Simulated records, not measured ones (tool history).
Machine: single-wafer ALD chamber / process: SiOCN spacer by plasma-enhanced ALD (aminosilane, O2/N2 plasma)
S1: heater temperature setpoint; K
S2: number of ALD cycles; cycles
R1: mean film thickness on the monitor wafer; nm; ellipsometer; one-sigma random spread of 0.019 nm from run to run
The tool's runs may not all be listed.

run,day,S1,S2,R1
1,0.000,693.15,96,5.0810
2,0.150,692.15,98,5.2062
3,0.217,692.15,86,4.5356
4,0.288,686.15,86,4.5945
5,0.583,685.15,89,4.7815
6,0.925,685.15,79,4.2810
7,1.154,685.15,79,4.2642

Forecast run 8:
8,1.375,684.15,82,?

R1: 4.4302 nm
